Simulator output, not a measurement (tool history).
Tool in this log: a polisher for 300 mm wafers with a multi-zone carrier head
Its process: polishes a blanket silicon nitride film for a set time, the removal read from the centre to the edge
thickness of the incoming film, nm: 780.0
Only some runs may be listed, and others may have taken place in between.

| run | hour | flow of slurry (ml/min) | pressure of the head's centre zone | pressure of the head's middle zone | pressure of the head's edge zone | polishing time (s) | film removed at the wafer's centre (Å) | film removed at mid-radius (Å) | film removed at the wafer's edge (Å) |
|---|---|---|---|---|---|---|---|---|---|
| 1 | 0 | 170 | 1 | 1 | 1 | 49 | 719.97 | 707.11 | 730.86 |
| 2 | 3.8 | 170 | 1 | 1.08 | 1 | 49 | 743.38 | 757.97 | 731.68 |
| 3 | 9.1 | 170 | 1 | 1.01 | 1 | 49 | 734.53 | 711.4 | 736.64 |
| 4 | 15.5 | 170 | 1.06 | 1.01 | 1 | 49 | 777.35 | 708.35 | 734.76 |
| 5 | 19.3 | 140 | 1.06 | 1.01 | 1 | 49 | 768.53 | 697.22 | 718.51 |
| 6 | 25.5 | 140 | 1.06 | 1.01 | 0.93 | 49 | 772.76 | 687.87 | 698.11 |
| 7 | 32.9 | 125 | 0.97 | 1.07 | 0.85 | 42 | 577.65 | 606.59 | 565.75 |

Forecast run 8:
| 8 | 41.2 | 130 | 0.98 | 1.07 | 0.86 | 42 | ? | ? | ? |

film removed at the wafer's centre (Å): 590.13
film removed at mid-radius (Å): 615.94
film removed at the wafer's edge (Å): 573.75

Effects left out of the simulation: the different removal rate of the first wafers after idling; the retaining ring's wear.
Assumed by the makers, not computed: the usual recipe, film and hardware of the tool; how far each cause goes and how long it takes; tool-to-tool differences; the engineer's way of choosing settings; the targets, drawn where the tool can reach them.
